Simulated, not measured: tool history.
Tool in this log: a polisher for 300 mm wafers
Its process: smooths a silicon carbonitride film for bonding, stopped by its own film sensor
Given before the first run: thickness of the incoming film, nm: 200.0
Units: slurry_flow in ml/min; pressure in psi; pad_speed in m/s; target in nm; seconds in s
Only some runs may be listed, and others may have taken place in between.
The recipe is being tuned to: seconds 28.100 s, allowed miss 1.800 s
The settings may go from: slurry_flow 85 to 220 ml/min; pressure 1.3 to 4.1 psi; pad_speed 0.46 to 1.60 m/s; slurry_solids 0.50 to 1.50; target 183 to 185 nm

run	hour	slurry_flow	pressure	pad_speed	slurry_solids	target	seconds
1	0.0	140	2.7	1.02	1.00	183	43.397
2	4.6	140	2.7	1.02	1.20	183	41.776
3	8.9	140	2.8	1.02	1.20	183	38.798
4	15.5	140	2.9	1.02	1.20	183	37.889
5	19.7	140	3.0	1.02	1.20	183	35.943
6	26.0	140	3.0	1.02	1.20	183	37.435
7	34.5	140	3.1	1.02	1.20	183	35.019
8	36.3	140	3.2	1.02	1.20	183	35.444
9	37.1	140	3.3	1.02	1.20	183	33.961
10	41.8	140	3.4	1.02	1.20	183	33.883

Consider the 4 candidate settings below. Which is the only one whose results all fall within their allowed miss of target?
A	46.5	175	3.3	1.12	1.05	185	?
B	46.5	150	3.4	1.04	1.20	183	?
C	46.5	165	3.2	0.86	1.00	183	?
D	46.5	110	3.5	0.74	1.20	183	?

move	seconds
A	29.010
B	32.841
C	42.994
D	44.289
A: each result inside its tolerance
B: gains on the last run, yet a result remains outside its allowed miss
C: moves away from the targets compared with the last run
D: moves away from the targets compared with the last run
A is the move that brings every result within its allowed miss.

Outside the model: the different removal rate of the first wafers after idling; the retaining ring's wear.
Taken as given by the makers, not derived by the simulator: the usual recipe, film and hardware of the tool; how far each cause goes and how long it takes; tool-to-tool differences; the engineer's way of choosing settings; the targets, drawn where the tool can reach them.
